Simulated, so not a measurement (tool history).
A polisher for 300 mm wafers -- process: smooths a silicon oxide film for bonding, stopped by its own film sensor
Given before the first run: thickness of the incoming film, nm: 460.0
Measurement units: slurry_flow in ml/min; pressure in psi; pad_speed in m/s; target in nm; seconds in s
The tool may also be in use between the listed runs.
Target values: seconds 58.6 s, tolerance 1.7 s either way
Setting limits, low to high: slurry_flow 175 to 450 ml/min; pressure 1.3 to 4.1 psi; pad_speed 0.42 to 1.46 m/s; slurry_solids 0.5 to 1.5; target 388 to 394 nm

{"run": 1, "day": 0.0, "slurry_flow": 290, "pressure": 2.7, "pad_speed": 0.94, "slurry_solids": 1, "target": 388, "seconds": 82.864}
{"run": 2, "day": 0.133, "slurry_flow": 330, "pressure": 2.7, "pad_speed": 0.94, "slurry_solids": 1, "target": 388, "seconds": 83.367}
{"run": 3, "day": 0.217, "slurry_flow": 330, "pressure": 2.7, "pad_speed": 0.94, "slurry_solids": 0.8, "target": 388, "seconds": 88.371}
{"run": 4, "day": 0.475, "slurry_flow": 330, "pressure": 2.8, "pad_speed": 0.94, "slurry_solids": 0.8, "target": 388, "seconds": 86.089}
{"run": 5, "day": 0.571, "slurry_flow": 330, "pressure": 2.9, "pad_speed": 0.94, "slurry_solids": 0.8, "target": 388, "seconds": 85.059}
{"run": 6, "day": 0.783, "slurry_flow": 330, "pressure": 3, "pad_speed": 0.94, "slurry_solids": 0.8, "target": 388, "seconds": 80.652}
{"run": 7, "day": 0.992, "slurry_flow": 330, "pressure": 3.1, "pad_speed": 0.94, "slurry_solids": 0.8, "target": 388, "seconds": 79.52}
{"run": 8, "day": 1.254, "slurry_flow": 330, "pressure": 3.2, "pad_speed": 0.94, "slurry_solids": 0.8, "target": 388, "seconds": 76.101}
{"run": 9, "day": 1.583, "slurry_flow": 330, "pressure": 3.3, "pad_speed": 0.94, "slurry_solids": 0.8, "target": 388, "seconds": 75.385}
{"run": 10, "day": 1.938, "slurry_flow": 335, "pressure": 4, "pad_speed": 0.96, "slurry_solids": 0.8, "target": 388, "seconds": 62.251}
{"run": 11, "day": 2.288, "slurry_flow": 335, "pressure": 4, "pad_speed": 0.96, "slurry_solids": 0.8, "target": 388, "seconds": 61.547}

Which of these 4 next moves meets every target?
{"run": "A", "day": 2.638, "slurry_flow": 215, "pressure": 3.7, "pad_speed": 1.02, "slurry_solids": 0.6, "target": 394, "seconds": "?"}
{"run": "B", "day": 2.638, "slurry_flow": 275, "pressure": 4, "pad_speed": 0.86, "slurry_solids": 0.95, "target": 391, "seconds": "?"}
{"run": "C", "day": 2.638, "slurry_flow": 325, "pressure": 3.8, "pad_speed": 1.12, "slurry_solids": 0.7, "target": 390, "seconds": "?"}
{"run": "D", "day": 2.638, "slurry_flow": 325, "pressure": 4, "pad_speed": 0.88, "slurry_solids": 0.9, "target": 388, "seconds": "?"}

move=A seconds=65.501
move=B seconds=62.507
move=C seconds=58.47
move=D seconds=64.449
A: misses by more than the last run did
B: misses by more than the last run did
C: hits every target within its allowed miss
D: misses by more than the last run did
Correct choice: C, which meets every target
